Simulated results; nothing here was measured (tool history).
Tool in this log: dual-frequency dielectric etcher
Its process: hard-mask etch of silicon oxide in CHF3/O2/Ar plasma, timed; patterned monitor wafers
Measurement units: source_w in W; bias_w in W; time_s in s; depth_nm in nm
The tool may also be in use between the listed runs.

run	hour	source_w	bias_w	time_s	depth_nm
1	0.0	570	173	28	59.505
2	8.4	570	173	28	59.650
3	10.1	570	173	29	61.821
4	12.5	520	161	29	57.265
5	19.5	480	160	29	55.549
6	20.7	450	157	29	53.453

What will run 7 give?
7	24.1	430	156	29	?

{"run 7": {"depth_nm": 51.854}}
